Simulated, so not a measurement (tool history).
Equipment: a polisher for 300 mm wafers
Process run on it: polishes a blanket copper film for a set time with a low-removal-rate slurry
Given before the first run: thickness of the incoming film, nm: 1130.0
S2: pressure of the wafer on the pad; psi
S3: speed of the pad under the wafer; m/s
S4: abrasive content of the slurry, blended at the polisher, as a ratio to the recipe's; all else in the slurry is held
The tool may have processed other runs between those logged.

run 1 hour=0.0 | flow_of_slurry_(ml/min)=280 S2=3.3 S3=0.92 S4=1.0 polishing_time_(s)=73 | film_removed_(Å)=2019.0
run 2 hour=2.2 | flow_of_slurry_(ml/min)=280 S2=3.2 S3=0.92 S4=1.0 polishing_time_(s)=73 | film_removed_(Å)=1967.0
run 3 hour=6.7 | flow_of_slurry_(ml/min)=280 S2=3.1 S3=0.92 S4=1.0 polishing_time_(s)=73 | film_removed_(Å)=1949.7
run 4 hour=8.8 | flow_of_slurry_(ml/min)=280 S2=3.1 S3=0.78 S4=1.0 polishing_time_(s)=73 | film_removed_(Å)=1668.4
run 5 hour=16.5 | flow_of_slurry_(ml/min)=280 S2=3.1 S3=1.00 S4=1.0 polishing_time_(s)=73 | film_removed_(Å)=2095.1
run 6 hour=22.7 | flow_of_slurry_(ml/min)=280 S2=3.7 S3=1.00 S4=1.0 polishing_time_(s)=73 | film_removed_(Å)=2352.7
run 7 hour=29.5 | flow_of_slurry_(ml/min)=280 S2=3.4 S3=1.00 S4=1.0 polishing_time_(s)=73 | film_removed_(Å)=2233.5
run 8 hour=30.8 | flow_of_slurry_(ml/min)=270 S2=2.4 S3=0.98 S4=1.0 polishing_time_(s)=73 | film_removed_(Å)=1772.8

The next listed run, before its measurement:
run 9 hour=34.6 | flow_of_slurry_(ml/min)=270 S2=2.3 S3=0.98 S4=1.0 polishing_time_(s)=73 | film_removed_(Å)=?

film removed (Å): 1710.5
